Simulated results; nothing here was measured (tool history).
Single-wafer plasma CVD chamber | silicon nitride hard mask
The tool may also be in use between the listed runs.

run	hour	heater temperature setpoint (°C)	chamber pressure (mTorr)	RF power (W)	deposition time (s)	mean film thickness on the monitor wafer (Å)
1	0	380	1180	305	67.4	719.3
2	6.8	380	1290	305	67.4	743.63
3	8.3	380	1290	345	67.4	813.62
4	14.3	380	1220	345	67.4	803.18
5	21.3	380	1170	330	67.4	766.19
6	27.3	380	1170	300	67.4	708.28
7	31.9	380	1120	290	67.4	675.28
8	35.6	380	1080	285	67.4	657.1
9	43.4	380	1040	280	67.4	632.32
10	52.1	380	1000	280	67.4	613.87

What does the tool deliver on the next run?
11	60.6	380	970	280	67.4	?

{"run 11": {"mean film thickness on the monitor wafer (Å)": 610.16}}

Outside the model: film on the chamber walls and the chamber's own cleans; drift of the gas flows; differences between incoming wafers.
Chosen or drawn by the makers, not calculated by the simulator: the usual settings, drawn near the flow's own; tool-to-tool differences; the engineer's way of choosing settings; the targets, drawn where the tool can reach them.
